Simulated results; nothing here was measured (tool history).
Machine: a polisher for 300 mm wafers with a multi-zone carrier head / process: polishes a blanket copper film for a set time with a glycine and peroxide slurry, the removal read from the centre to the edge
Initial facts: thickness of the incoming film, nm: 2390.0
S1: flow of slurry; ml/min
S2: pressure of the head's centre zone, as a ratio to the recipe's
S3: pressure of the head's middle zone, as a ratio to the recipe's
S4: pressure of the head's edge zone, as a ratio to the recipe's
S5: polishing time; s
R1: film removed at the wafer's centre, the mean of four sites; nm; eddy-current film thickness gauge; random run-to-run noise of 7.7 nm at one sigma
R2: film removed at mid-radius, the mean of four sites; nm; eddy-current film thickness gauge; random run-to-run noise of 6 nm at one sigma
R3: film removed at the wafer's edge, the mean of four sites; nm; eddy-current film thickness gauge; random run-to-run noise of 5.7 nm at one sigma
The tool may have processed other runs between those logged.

{"run": 1, "hour": 0.0, "S1": 305, "S2": 1.0, "S3": 1.0, "S4": 1.0, "S5": 86, "R1": 524.11, "R2": 526.73, "R3": 545.3}
{"run": 2, "hour": 7.7, "S1": 305, "S2": 1.0, "S3": 1.0, "S4": 1.0, "S5": 68, "R1": 408.29, "R2": 403.55, "R3": 427.4}
{"run": 3, "hour": 10.2, "S1": 310, "S2": 1.04, "S3": 1.02, "S4": 0.99, "S5": 69, "R1": 427.8, "R2": 432.79, "R3": 428.16}
{"run": 4, "hour": 16.5, "S1": 310, "S2": 1.07, "S3": 1.01, "S4": 0.99, "S5": 70, "R1": 449.29, "R2": 431.97, "R3": 447.52}
{"run": 5, "hour": 22.3, "S1": 310, "S2": 1.07, "S3": 1.01, "S4": 0.99, "S5": 91, "R1": 598.61, "R2": 552.48, "R3": 569.46}
{"run": 6, "hour": 26.6, "S1": 310, "S2": 1.07, "S3": 1.01, "S4": 1.07, "S5": 91, "R1": 591.07, "R2": 560.72, "R3": 599.2}

Run 7 is up next; what results do you expect?
{"run": 7, "hour": 30.7, "S1": 310, "S2": 1.08, "S3": 1.02, "S4": 1.03, "S5": 87, "R1": "?", "R2": "?", "R3": "?"}

Run 7 yielded R1 572.47 nm, R2 532.96 nm, R3 566.35 nm.

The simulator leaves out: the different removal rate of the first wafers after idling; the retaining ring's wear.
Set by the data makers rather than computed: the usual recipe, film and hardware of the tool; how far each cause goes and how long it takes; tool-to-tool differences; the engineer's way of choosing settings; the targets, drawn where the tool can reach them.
